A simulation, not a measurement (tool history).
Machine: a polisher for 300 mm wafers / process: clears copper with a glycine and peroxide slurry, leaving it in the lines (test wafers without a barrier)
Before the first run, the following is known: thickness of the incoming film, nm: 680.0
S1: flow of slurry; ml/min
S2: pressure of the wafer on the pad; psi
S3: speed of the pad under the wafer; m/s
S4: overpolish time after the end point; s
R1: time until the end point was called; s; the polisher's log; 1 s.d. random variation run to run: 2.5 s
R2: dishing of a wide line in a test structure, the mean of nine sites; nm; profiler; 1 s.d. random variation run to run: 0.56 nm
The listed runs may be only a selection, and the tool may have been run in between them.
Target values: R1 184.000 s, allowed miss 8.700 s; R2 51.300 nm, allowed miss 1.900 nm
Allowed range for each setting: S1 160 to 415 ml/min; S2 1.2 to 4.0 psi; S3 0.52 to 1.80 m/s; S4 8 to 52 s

run,hour,S1,S2,S3,S4,R1,R2
1,0.0,265,2.6,1.16,26,110.650,81.221
2,3.9,300,2.6,1.16,26,112.630,82.336
3,10.1,300,2.6,1.16,20,110.930,69.650
4,15.0,300,2.6,1.44,20,92.835,77.667
5,16.4,300,2.2,1.34,20,112.650,67.588
6,20.8,300,1.9,1.26,21,130.840,64.100
7,23.7,300,1.7,1.20,21,146.880,57.619
8,24.8,300,1.6,1.18,22,157.240,56.901
9,33.4,300,1.5,1.18,22,162.420,56.739
10,37.1,300,1.4,1.18,22,168.430,53.343

Exactly one of the 4 candidate moves below puts every result within its allowed miss. Which one?
A,40.8,340,1.2,1.22,22,?,?
B,40.8,280,1.3,1.16,25,?,?
C,40.8,390,1.4,1.16,24,?,?
D,40.8,285,1.5,0.90,27,?,?

move,R1,R2
A,180.150,50.621
B,181.310,55.583
C,168.150,57.124
D,199.130,56.119
A: all results land within tolerance of their targets
B: corrects the largest miss of the last run, while another result sits out of spec
C: misses by more than the last run did
D: moves the result that the last run missed by most past its target, out the other side
So the answer is move A, the one that meets all the targets.
